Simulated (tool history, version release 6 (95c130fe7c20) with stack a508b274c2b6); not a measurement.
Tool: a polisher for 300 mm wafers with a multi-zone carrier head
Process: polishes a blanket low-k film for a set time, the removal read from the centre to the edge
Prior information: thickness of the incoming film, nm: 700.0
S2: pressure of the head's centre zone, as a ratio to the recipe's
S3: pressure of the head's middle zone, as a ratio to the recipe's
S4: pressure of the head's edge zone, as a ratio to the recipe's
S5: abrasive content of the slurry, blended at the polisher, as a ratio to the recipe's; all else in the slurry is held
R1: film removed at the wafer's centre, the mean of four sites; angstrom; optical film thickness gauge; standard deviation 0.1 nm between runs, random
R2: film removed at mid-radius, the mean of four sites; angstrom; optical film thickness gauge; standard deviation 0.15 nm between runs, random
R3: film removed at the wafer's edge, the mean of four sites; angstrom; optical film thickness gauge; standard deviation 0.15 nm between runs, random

{"run": 1, "day": 0.0, "flow of slurry (ml/min)": 240, "S2": 1, "S3": 1, "S4": 1, "S5": 1, "polishing time (s)": 39, "R1": 91.412, "R2": 92.39, "R3": 92.533}
{"run": 2, "day": 0.204, "flow of slurry (ml/min)": 240, "S2": 1, "S3": 1, "S4": 1, "S5": 1, "polishing time (s)": 30, "R1": 70.783, "R2": 72.311, "R3": 71.688}
{"run": 3, "day": 0.558, "flow of slurry (ml/min)": 240, "S2": 1, "S3": 1, "S4": 1, "S5": 1, "polishing time (s)": 23, "R1": 54.619, "R2": 55.455, "R3": 54.778}
{"run": 4, "day": 0.783, "flow of slurry (ml/min)": 240, "S2": 1, "S3": 1, "S4": 1, "S5": 1, "polishing time (s)": 29, "R1": 68.662, "R2": 70.009, "R3": 68.188}
{"run": 5, "day": 0.854, "flow of slurry (ml/min)": 240, "S2": 1, "S3": 1.05, "S4": 1, "S5": 1, "polishing time (s)": 29, "R1": 68.195, "R2": 71.956, "R3": 68.73}
{"run": 6, "day": 1.125, "flow of slurry (ml/min)": 240, "S2": 1, "S3": 1.05, "S4": 1, "S5": 1, "polishing time (s)": 19, "R1": 44.508, "R2": 48.137, "R3": 45.581}
{"run": 7, "day": 1.475, "flow of slurry (ml/min)": 270, "S2": 1.01, "S3": 1.07, "S4": 0.97, "S5": 1.15, "polishing time (s)": 28, "R1": 73.94, "R2": 78.77, "R3": 72.38}
{"run": 8, "day": 1.683, "flow of slurry (ml/min)": 340, "S2": 1.07, "S3": 1.17, "S4": 1.01, "S5": 1.4, "polishing time (s)": 39, "R1": 124.02, "R2": 133.63, "R3": 116.66}
{"run": 9, "day": 1.821, "flow of slurry (ml/min)": 345, "S2": 1.08, "S3": 1.18, "S4": 1.01, "S5": 1.45, "polishing time (s)": 41, "R1": 132.85, "R2": 142.18, "R3": 123.06}
{"run": 10, "day": 1.904, "flow of slurry (ml/min)": 350, "S2": 1.09, "S3": 1.18, "S4": 1.02, "S5": 1.45, "polishing time (s)": 43, "R1": 141.59, "R2": 148.31, "R3": 128.52}

Run 11 comes next. What will it give?
{"run": 11, "day": 2.175, "flow of slurry (ml/min)": 355, "S2": 1.09, "S3": 1.18, "S4": 1.03, "S5": 1.45, "polishing time (s)": 45, "R1": "?", "R2": "?", "R3": "?"}

{"run 11": {"R1": 149.12, "R2": 157.74, "R3": 136.44}}
